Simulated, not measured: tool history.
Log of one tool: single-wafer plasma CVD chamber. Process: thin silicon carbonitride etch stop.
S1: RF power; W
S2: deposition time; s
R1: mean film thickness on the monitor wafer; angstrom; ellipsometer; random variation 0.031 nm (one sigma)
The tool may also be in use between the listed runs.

{"run": 1, "hour": 0.0, "S1": 160, "S2": 14.3, "R1": 86.869}
{"run": 2, "hour": 8.3, "S1": 170, "S2": 14.3, "R1": 88.247}
{"run": 3, "hour": 17.2, "S1": 175, "S2": 14.4, "R1": 90.26}
{"run": 4, "hour": 26.2, "S1": 175, "S2": 12.6, "R1": 79.397}
{"run": 5, "hour": 30.0, "S1": 175, "S2": 13.3, "R1": 83.244}
{"run": 6, "hour": 37.6, "S1": 180, "S2": 13.5, "R1": 85.627}
{"run": 7, "hour": 45.0, "S1": 185, "S2": 13.6, "R1": 87.05}
{"run": 8, "hour": 47.6, "S1": 185, "S2": 13.6, "R1": 86.867}
{"run": 9, "hour": 53.3, "S1": 190, "S2": 13.7, "R1": 88.019}
{"run": 10, "hour": 55.4, "S1": 195, "S2": 13.8, "R1": 89.61}
{"run": 11, "hour": 56.0, "S1": 200, "S2": 13.9, "R1": 90.876}

The next listed run, before its measurement:
{"run": 12, "hour": 57.5, "S1": 200, "S2": 14.0, "R1": "?"}

Run 12 gave R1 91.786 angstrom.

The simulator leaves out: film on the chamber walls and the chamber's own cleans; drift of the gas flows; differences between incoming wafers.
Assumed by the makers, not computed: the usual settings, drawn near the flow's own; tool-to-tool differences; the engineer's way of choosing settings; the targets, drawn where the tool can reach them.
